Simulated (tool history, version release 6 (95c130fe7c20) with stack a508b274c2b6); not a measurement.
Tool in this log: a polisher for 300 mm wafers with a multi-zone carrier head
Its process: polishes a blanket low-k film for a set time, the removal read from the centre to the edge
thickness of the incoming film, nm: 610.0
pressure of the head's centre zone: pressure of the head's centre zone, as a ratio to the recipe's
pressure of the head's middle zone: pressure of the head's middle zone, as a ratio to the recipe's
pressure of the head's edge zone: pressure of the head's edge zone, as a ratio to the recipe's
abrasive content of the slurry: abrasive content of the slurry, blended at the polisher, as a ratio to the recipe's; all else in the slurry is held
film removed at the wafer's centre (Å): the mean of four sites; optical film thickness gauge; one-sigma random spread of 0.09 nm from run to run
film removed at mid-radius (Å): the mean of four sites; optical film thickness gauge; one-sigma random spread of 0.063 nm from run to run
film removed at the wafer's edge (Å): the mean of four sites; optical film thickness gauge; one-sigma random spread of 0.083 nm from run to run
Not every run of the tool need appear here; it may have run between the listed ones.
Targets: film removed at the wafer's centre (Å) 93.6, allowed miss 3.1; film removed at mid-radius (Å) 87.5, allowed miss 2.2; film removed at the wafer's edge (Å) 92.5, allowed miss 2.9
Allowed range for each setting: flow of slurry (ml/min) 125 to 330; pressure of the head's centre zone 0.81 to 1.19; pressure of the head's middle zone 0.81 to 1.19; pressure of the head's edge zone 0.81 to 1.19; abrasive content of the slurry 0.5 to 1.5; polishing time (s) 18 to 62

run,hour,flow of slurry (ml/min),pressure of the head's centre zone,pressure of the head's middle zone,pressure of the head's edge zone,abrasive content of the slurry,polishing time (s),film removed at the wafer's centre (Å),film removed at mid-radius (Å),film removed at the wafer's edge (Å)
1,0,210,1,1,1,1,40,137.25,141.93,134.07
2,8.1,205,0.99,0.97,0.98,0.9,40,129.71,132.94,127.4
3,14.4,205,0.99,0.97,0.98,0.9,44,144.33,146.81,140.55
4,19.3,180,0.99,0.97,0.98,0.9,44,142.04,142.39,138.98
5,23.6,180,0.99,0.97,0.98,1,44,146.62,146.85,145.2
6,28.4,180,0.99,0.93,0.98,1,44,148.55,144.92,143.24
7,30.7,170,0.98,0.91,0.98,0.9,43,136.84,133,136.02
8,38.7,165,0.98,0.9,0.97,0.85,42,131.16,126.72,128.43
9,47.4,160,0.98,0.89,0.97,0.8,41,123.52,118.87,124.54
10,53.3,160,0.98,0.88,0.95,0.75,40,117.69,111.56,117.27
11,56.4,150,0.93,0.82,0.85,0.5,37,90.559,85.041,91.099

5 next moves are on the table. One of them brings every result within its allowed miss. Which?
A,59.5,135,0.97,0.86,0.92,0.5,37,?,?,?
B,59.5,205,0.91,0.82,0.87,0.5,36,?,?,?
C,59.5,145,0.84,0.86,0.82,0.5,38,?,?,?
D,59.5,190,1.01,0.86,0.81,0.5,36,?,?,?
E,59.5,150,0.89,0.86,0.83,0.55,35,?,?,?

move,film removed at the wafer's centre (Å),film removed at mid-radius (Å),film removed at the wafer's edge (Å)
A,92.118,88.562,94.435
B,87.743,86.167,92.2
C,82.454,91.648,92.537
D,96.752,88.949,88.823
E,83.299,87.281,88.547
A: all results in spec
B: the worst result of the last run now meets its target, but another is out of spec
C: the result that was furthest off in the last run now lies on the other side of its target
D: the worst result of the last run now meets its target, but another is out of spec
E: the worst result of the last run now meets its target, but another is out of spec
A is the move that brings every result within its allowed miss.

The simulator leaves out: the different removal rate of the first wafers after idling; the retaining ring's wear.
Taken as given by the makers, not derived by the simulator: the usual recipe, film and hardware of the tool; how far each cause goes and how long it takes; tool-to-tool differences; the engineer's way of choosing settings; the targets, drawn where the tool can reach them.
